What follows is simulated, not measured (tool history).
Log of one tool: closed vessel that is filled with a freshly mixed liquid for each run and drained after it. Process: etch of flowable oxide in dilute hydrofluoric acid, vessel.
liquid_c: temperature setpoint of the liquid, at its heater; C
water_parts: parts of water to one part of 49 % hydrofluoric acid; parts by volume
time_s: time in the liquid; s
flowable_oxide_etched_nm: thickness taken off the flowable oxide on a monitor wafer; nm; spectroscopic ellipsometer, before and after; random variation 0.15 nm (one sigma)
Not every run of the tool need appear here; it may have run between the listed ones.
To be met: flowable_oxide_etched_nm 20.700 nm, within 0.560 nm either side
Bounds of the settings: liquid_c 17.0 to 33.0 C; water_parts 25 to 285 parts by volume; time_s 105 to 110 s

run 1 hour=0.0 | liquid_c=25.0 water_parts=155 time_s=105 | flowable_oxide_etched_nm=16.288
run 2 hour=3.4 | liquid_c=25.0 water_parts=100 time_s=105 | flowable_oxide_etched_nm=27.076
run 3 hour=10.8 | liquid_c=24.0 water_parts=100 time_s=105 | flowable_oxide_etched_nm=26.120
run 4 hour=17.0 | liquid_c=22.5 water_parts=100 time_s=105 | flowable_oxide_etched_nm=24.504
run 5 hour=26.0 | liquid_c=22.0 water_parts=100 time_s=105 | flowable_oxide_etched_nm=24.247
run 6 hour=29.0 | liquid_c=22.0 water_parts=100 time_s=110 | flowable_oxide_etched_nm=25.070
run 7 hour=32.6 | liquid_c=21.5 water_parts=100 time_s=110 | flowable_oxide_etched_nm=24.571
run 8 hour=36.3 | liquid_c=21.0 water_parts=100 time_s=110 | flowable_oxide_etched_nm=24.370
run 9 hour=44.3 | liquid_c=20.5 water_parts=100 time_s=110 | flowable_oxide_etched_nm=23.784
run 10 hour=46.4 | liquid_c=20.0 water_parts=100 time_s=110 | flowable_oxide_etched_nm=22.946
run 11 hour=55.4 | liquid_c=19.5 water_parts=100 time_s=110 | flowable_oxide_etched_nm=23.087

5 next moves are on the table. One of them brings every result within its allowed miss. Which?
run A hour=64.4 | liquid_c=19.5 water_parts=115 time_s=110 | flowable_oxide_etched_nm=?
run B hour=64.4 | liquid_c=21.0 water_parts=120 time_s=110 | flowable_oxide_etched_nm=?
run C hour=64.4 | liquid_c=19.0 water_parts=110 time_s=105 | flowable_oxide_etched_nm=?
run D hour=64.4 | liquid_c=17.5 water_parts=105 time_s=110 | flowable_oxide_etched_nm=?
run E hour=64.4 | liquid_c=21.0 water_parts=110 time_s=105 | flowable_oxide_etched_nm=?

move=A flowable_oxide_etched_nm=19.548
move=B flowable_oxide_etched_nm=19.799
move=C flowable_oxide_etched_nm=19.215
move=D flowable_oxide_etched_nm=19.920
move=E flowable_oxide_etched_nm=20.849
A: carries the result that was furthest off beyond its target, to the other side
B: carries the result that was furthest off beyond its target, to the other side
C: carries the result that was furthest off beyond its target, to the other side
D: carries the result that was furthest off beyond its target, to the other side
E: in spec on every target
Answer: E

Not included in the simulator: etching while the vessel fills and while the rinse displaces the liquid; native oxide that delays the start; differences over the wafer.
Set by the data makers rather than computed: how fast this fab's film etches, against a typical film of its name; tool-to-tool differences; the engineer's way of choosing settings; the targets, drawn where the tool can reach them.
